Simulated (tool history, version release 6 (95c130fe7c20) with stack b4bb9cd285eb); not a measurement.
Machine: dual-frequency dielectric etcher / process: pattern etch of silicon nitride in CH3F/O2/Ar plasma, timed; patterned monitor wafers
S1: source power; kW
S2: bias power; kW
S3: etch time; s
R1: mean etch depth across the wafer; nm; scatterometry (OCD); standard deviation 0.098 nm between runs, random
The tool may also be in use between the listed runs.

| run | hour | S1 | S2 | S3 | R1 |
|---|---|---|---|---|---|
| 1 | 0 | 0.4 | 0.051 | 34.5 | 20.705 |
| 2 | 2.4 | 0.4 | 0.051 | 31.5 | 19.117 |
| 3 | 9.1 | 0.39 | 0.051 | 31.5 | 18.811 |
| 4 | 15 | 0.38 | 0.051 | 31.5 | 18.767 |
| 5 | 22.4 | 0.45 | 0.051 | 31.5 | 19.801 |
| 6 | 23.3 | 0.44 | 0.05 | 31.5 | 19.486 |

What does the tool deliver on the next run?
| 7 | 25.6 | 0.43 | 0.05 | 31.5 | ? |

R1: 19.486 nm
